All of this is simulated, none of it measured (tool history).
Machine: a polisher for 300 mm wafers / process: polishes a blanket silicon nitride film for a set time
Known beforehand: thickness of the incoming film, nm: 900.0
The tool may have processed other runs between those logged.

| run | hour | flow of slurry (ml/min) | pressure of the wafer on the pad (psi) | speed of the pad under the wafer (m/s) | polishing time (s) | film removed (Å) |
|---|---|---|---|---|---|---|
| 1 | 0.0 | 300 | 2.6 | 0.96 | 22 | 237.35 |
| 2 | 5.0 | 300 | 2.6 | 0.82 | 22 | 203.44 |
| 3 | 10.6 | 300 | 2.8 | 0.82 | 22 | 223.10 |
| 4 | 15.9 | 265 | 2.8 | 0.82 | 22 | 217.10 |
| 5 | 17.8 | 265 | 3.0 | 0.82 | 22 | 236.95 |
| 6 | 23.6 | 265 | 3.0 | 0.82 | 19 | 204.54 |
| 7 | 26.6 | 265 | 3.2 | 0.84 | 19 | 223.76 |
| 8 | 33.7 | 265 | 3.3 | 0.88 | 19 | 241.50 |

Run 9, settings as shown, results not yet in. Your forecast:
| 9 | 34.6 | 265 | 4.0 | 1.02 | 19 | ? |

Run 9 yielded film removed (Å) 325.31.
